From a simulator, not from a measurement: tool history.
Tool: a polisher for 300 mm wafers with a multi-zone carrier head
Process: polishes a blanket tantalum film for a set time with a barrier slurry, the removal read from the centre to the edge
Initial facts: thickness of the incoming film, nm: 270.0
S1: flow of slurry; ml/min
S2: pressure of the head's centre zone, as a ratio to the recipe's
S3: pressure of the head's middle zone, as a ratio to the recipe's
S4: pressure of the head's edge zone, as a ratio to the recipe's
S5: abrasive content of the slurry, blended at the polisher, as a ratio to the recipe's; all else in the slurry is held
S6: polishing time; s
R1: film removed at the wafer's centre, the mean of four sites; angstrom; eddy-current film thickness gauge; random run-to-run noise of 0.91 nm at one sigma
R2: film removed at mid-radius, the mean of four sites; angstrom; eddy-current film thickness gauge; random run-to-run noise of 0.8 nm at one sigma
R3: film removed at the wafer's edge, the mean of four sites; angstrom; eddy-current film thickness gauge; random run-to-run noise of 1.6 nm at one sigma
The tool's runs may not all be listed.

run    day   S1    S2    S3    S4    S5  S6       R1       R2       R3
  1  0.000  235  1.00  1.00  1.00  1.00  61   985.31   986.33   977.78
  2  0.067  240  1.00  1.01  1.02  1.05  61  1006.70  1017.20   995.40
  3  0.233  240  1.00  1.01  1.04  1.10  61  1016.00  1034.40  1045.30
  4  0.462  240  1.05  1.01  1.04  1.10  61  1075.20  1023.60  1041.80
  5  0.688  245  1.05  1.02  1.06  1.10  61  1068.20  1036.80  1034.50
  6  0.742  245  1.05  1.02  1.07  1.15  61  1095.10  1057.40  1066.20
  7  0.979  245  1.05  1.02  1.08  1.20  61  1090.70  1071.50  1076.10

The next listed run, before its measurement:
  8  1.258  250  1.05  1.02  1.09  1.25  61   ?   ?   ?

R1: 1126.70 angstrom
R2: 1101.60 angstrom
R3: 1082.30 angstrom

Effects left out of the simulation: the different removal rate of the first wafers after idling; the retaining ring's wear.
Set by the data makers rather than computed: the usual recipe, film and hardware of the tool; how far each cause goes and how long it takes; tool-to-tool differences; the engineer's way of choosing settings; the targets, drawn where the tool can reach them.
